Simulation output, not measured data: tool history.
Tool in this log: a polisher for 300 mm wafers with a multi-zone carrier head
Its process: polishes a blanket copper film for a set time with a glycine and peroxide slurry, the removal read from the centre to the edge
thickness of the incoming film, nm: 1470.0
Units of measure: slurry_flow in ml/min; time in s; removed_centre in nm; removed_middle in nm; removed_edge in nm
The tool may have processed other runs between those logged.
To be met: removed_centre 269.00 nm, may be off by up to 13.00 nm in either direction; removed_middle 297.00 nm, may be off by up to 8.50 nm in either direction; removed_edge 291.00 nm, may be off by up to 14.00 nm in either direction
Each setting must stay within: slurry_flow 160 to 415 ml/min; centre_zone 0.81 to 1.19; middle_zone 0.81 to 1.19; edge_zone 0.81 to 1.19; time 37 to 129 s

run	hour	slurry_flow	centre_zone	middle_zone	edge_zone	time	removed_centre	removed_middle	removed_edge
1	0.0	265	1.00	1.00	1.00	83	508.03	461.34	463.89
2	4.2	255	0.94	1.00	0.98	72	409.17	390.26	397.66
3	5.0	245	0.90	1.01	0.95	66	365.65	361.26	365.85
4	8.4	245	0.90	1.01	0.95	81	432.46	448.21	434.44
5	15.1	245	0.90	1.01	0.90	81	436.62	447.74	418.17
6	18.8	285	0.90	1.01	0.90	81	430.79	452.76	429.39
7	21.2	285	0.87	1.01	0.88	72	380.40	404.01	372.90
# hour 28.3: centre zone pressure recalibrated
8	28.3	300	0.85	1.01	0.90	64	294.86	361.33	334.95
9	34.4	295	0.84	0.98	0.88	62	283.05	337.82	325.54
10	35.4	285	0.84	0.97	0.86	60	278.46	323.45	300.87

5 next moves are on the table. One of them brings every result within its allowed miss. Which?
A	36.4	255	0.94	0.92	0.92	53	?	?	?
B	36.4	160	0.92	1.07	0.81	59	?	?	?
C	36.4	280	0.89	0.97	0.91	55	?	?	?
D	36.4	320	0.81	0.99	0.81	63	?	?	?
E	36.4	220	0.97	0.93	0.81	57	?	?	?

move	removed_centre	removed_middle	removed_edge
A	263.95	269.74	284.57
B	273.92	326.24	288.74
C	261.58	294.99	295.40
D	275.70	347.61	323.68
E	288.78	288.88	286.10
A: pushes the last run's worst result past its target
B: further off than the last run
C: every result within its allowed miss
D: further off than the last run
E: brings the result that was furthest off to its target, and leaves another outside
Move C is the one to make.
